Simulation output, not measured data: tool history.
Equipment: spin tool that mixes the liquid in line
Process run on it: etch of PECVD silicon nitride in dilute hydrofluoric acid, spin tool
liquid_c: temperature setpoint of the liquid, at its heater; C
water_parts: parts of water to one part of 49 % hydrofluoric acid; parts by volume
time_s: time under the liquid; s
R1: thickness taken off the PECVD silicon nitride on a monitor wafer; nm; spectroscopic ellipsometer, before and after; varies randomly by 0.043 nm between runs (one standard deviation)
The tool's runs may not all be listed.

run 1 hour=0 | liquid_c=21 water_parts=75 time_s=100 | R1=3.6727
run 2 hour=1.9 | liquid_c=21 water_parts=75 time_s=100 | R1=3.7187
run 3 hour=10.1 | liquid_c=21 water_parts=75 time_s=80 | R1=2.945
run 4 hour=11.9 | liquid_c=21 water_parts=85 time_s=80 | R1=2.6201
run 5 hour=12.8 | liquid_c=21 water_parts=85 time_s=100 | R1=3.2421
run 6 hour=19.1 | liquid_c=21 water_parts=75 time_s=100 | R1=3.6577
run 7 hour=21.4 | liquid_c=22 water_parts=75 time_s=100 | R1=3.9712
-- hour=28.5 hydrofluoric acid flow meter replaced
run 8 hour=28.5 | liquid_c=23 water_parts=75 time_s=100 | R1=3.9419
run 9 hour=36.5 | liquid_c=24 water_parts=75 time_s=100 | R1=4.2466

Expected results for the next run?
run 10 hour=40.3 | liquid_c=25 water_parts=75 time_s=100 | R1=?

R1: 4.585 nm
